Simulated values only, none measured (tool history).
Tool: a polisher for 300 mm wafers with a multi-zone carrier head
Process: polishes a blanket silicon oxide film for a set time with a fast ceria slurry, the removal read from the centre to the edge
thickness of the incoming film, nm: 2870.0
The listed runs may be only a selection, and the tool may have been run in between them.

| run | hour | flow of slurry (ml/min) | pressure of the head's centre zone | pressure of the head's middle zone | pressure of the head's edge zone | polishing time (s) | film removed at the wafer's centre (nm) | film removed at mid-radius (nm) | film removed at the wafer's edge (nm) |
|---|---|---|---|---|---|---|---|---|---|
| 1 | 0.0 | 290 | 1.00 | 1.00 | 1.00 | 35 | 584.94 | 564.17 | 569.93 |
| 2 | 4.5 | 295 | 1.00 | 1.03 | 1.03 | 37 | 605.48 | 619.23 | 617.63 |
| 3 | 5.7 | 300 | 1.02 | 1.06 | 1.06 | 38 | 642.05 | 644.12 | 629.34 |
| 4 | 8.4 | 300 | 1.02 | 1.06 | 1.06 | 42 | 702.75 | 702.68 | 692.23 |
| 5 | 12.4 | 300 | 1.05 | 1.06 | 1.06 | 42 | 728.14 | 705.02 | 680.40 |
| 6 | 18.1 | 300 | 1.05 | 1.06 | 1.06 | 49 | 836.81 | 842.13 | 793.54 |
| 7 | 24.7 | 295 | 1.03 | 1.05 | 1.04 | 48 | 813.68 | 802.98 | 798.18 |

The next listed run, before its measurement:
| 8 | 25.3 | 295 | 1.02 | 1.07 | 1.04 | 47 | ? | ? | ? |

Run 8 yielded film removed at the wafer's centre (nm) 782.77, film removed at mid-radius (nm) 795.76, film removed at the wafer's edge (nm) 754.84.

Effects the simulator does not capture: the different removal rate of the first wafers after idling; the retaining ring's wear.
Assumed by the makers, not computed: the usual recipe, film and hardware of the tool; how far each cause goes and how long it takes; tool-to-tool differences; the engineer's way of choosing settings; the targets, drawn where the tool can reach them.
